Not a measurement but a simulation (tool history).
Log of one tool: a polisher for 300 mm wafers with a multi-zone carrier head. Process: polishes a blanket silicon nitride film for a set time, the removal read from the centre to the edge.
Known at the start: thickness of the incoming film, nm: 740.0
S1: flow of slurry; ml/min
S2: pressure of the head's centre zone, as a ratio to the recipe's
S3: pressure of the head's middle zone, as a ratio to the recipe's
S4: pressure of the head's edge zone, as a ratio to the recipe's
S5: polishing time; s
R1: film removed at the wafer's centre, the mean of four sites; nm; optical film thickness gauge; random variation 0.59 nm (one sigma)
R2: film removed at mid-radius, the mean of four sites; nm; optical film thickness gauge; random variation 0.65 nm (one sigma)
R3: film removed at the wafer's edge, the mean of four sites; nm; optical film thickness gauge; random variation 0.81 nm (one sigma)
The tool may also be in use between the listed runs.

Run 1, hour 0.0: S1 145 ml/min, S2 1.00, S3 1.00, S4 1.00, S5 32 s. Result: R1 34.543 nm, R2 35.376 nm, R3 36.871 nm.
Run 2, hour 6.7: S1 145 ml/min, S2 1.06, S3 1.00, S4 1.00, S5 32 s. Result: R1 37.200 nm, R2 35.115 nm, R3 36.420 nm.
Run 3, hour 10.3: S1 150 ml/min, S2 1.06, S3 1.02, S4 1.02, S5 34 s. Result: R1 39.573 nm, R2 38.242 nm, R3 40.773 nm.
Run 4, hour 18.3: S1 150 ml/min, S2 1.06, S3 1.10, S4 1.02, S5 34 s. Result: R1 39.155 nm, R2 41.144 nm, R3 40.551 nm.
Run 5, hour 25.7: S1 130 ml/min, S2 1.06, S3 1.10, S4 1.02, S5 34 s. Result: R1 36.914 nm, R2 39.970 nm, R3 39.237 nm.
Run 6, hour 27.7: S1 140 ml/min, S2 1.07, S3 1.11, S4 1.03, S5 35 s. Result: R1 39.443 nm, R2 42.039 nm, R3 42.044 nm.
Run 7, hour 35.6: S1 180 ml/min, S2 1.15, S3 1.19, S4 1.02, S5 42 s. Result: R1 56.623 nm, R2 56.931 nm, R3 50.741 nm.

The next listed run, before its measurement:
Run 8, hour 41.3: S1 180 ml/min, S2 1.14, S3 1.19, S4 1.04, S5 42 s. Result: R1 ?, R2 ?, R3 ?.

{"run 8": {"R1": 56.781, "R2": 56.579, "R3": 51.88}}

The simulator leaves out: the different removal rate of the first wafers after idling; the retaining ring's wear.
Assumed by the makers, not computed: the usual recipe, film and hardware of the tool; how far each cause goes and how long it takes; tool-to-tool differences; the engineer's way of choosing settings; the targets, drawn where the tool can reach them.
